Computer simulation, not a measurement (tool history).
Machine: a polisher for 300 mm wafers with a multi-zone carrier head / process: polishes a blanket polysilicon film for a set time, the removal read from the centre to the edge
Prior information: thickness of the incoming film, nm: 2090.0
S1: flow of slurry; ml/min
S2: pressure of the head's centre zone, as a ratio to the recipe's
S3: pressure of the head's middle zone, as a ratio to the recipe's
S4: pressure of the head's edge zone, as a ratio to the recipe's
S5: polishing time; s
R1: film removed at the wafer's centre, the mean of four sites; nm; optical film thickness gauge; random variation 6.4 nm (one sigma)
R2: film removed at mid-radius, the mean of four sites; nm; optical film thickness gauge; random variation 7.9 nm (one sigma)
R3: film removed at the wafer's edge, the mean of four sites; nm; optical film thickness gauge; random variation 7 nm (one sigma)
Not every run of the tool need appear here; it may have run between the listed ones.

run  hour   S1    S2    S3    S4  S5      R1      R2      R3
  1   0.0  285  1.00  1.00  1.00  76  666.64  638.27  662.34
  2   2.8  285  1.00  1.00  1.05  76  684.30  659.59  688.50
  3   5.9  335  1.00  1.00  1.05  76  677.67  665.72  679.07
  4  10.7  330  1.04  0.97  1.00  75  694.40  639.28  666.35
  5  12.5  330  1.04  1.01  1.00  75  707.43  667.40  667.22
  6  14.6  330  1.08  0.98  0.96  73  699.77  623.91  637.63
  7  16.7  325  1.11  0.95  0.92  73  731.26  612.98  635.16

The next listed run, before its measurement:
  8  19.2  320  1.13  0.93  0.90  72   ?   ?   ?

{"run 8": {"R1": 725.1, "R2": 586.02, "R3": 609.58}}
